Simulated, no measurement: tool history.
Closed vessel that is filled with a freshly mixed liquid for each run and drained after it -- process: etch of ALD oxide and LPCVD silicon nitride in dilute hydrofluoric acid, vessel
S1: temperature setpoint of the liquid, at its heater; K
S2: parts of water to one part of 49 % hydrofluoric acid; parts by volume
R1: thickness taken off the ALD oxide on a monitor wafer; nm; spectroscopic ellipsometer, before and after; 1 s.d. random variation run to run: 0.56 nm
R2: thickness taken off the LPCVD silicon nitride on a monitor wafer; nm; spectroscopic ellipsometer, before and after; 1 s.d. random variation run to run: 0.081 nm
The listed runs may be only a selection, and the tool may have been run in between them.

{"run": 1, "hour": 0.0, "S1": 298.15, "S2": 115, "time in the liquid (s)": 85, "R1": 17.511, "R2": 0.44409}
{"run": 2, "hour": 3.7, "S1": 298.65, "S2": 100, "time in the liquid (s)": 85, "R1": 20.973, "R2": 0.50291}
{"run": 3, "hour": 5.2, "S1": 298.65, "S2": 135, "time in the liquid (s)": 85, "R1": 14.756, "R2": 0.36778}
{"run": 4, "hour": 14.1, "S1": 299.65, "S2": 120, "time in the liquid (s)": 85, "R1": 17.782, "R2": 0.41763}
{"run": 5, "hour": 16.4, "S1": 301.65, "S2": 120, "time in the liquid (s)": 85, "R1": 19.467, "R2": 0.41715}
{"run": 6, "hour": 22.5, "S1": 301.65, "S2": 105, "time in the liquid (s)": 85, "R1": 22.415, "R2": 0.60645}
{"run": 7, "hour": 29.5, "S1": 301.65, "S2": 95, "time in the liquid (s)": 85, "R1": 25.05, "R2": 0.68633}

Expected results for the next run?
{"run": 8, "hour": 37.7, "S1": 302.65, "S2": 45, "time in the liquid (s)": 85, "R1": "?", "R2": "?"}

{"run 8": {"R1": 59.347, "R2": 1.4424}}
